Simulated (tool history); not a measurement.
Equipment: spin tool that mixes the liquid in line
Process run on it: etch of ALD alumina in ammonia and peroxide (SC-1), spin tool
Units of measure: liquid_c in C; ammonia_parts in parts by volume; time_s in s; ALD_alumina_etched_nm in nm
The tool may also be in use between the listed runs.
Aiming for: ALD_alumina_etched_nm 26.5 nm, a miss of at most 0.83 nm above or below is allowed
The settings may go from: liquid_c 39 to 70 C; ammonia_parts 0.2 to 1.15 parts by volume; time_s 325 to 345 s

run	hour	liquid_c	ammonia_parts	time_s	ALD_alumina_etched_nm
1	0	55	0.65	325	15.664
2	5.4	58.5	0.65	325	18.702
3	11.2	55	0.65	325	15.607
4	18.1	58	0.65	325	18.403
5	23.4	58	0.45	325	17.474
6	24	58	0.6	325	18.042
7	32.2	59.5	0.6	325	19.562
# hour 33.4: thermometer replaced
8	33.4	60.5	0.6	325	22.937

Which of these 4 next moves meets every target?
A	34.6	62.5	0.55	325	?
B	34.6	62	0.7	345	?
C	34.6	60	0.65	345	?
D	34.6	61.5	0.65	325	?

move	ALD_alumina_etched_nm
A	25.417
B	26.914
C	24.135
D	24.546
A: closes in on the targets versus the last run, not all within tolerance yet
B: each result inside its tolerance
C: closes in on the targets versus the last run, not all within tolerance yet
D: closes in on the targets versus the last run, not all within tolerance yet
Correct choice: B, which meets every target
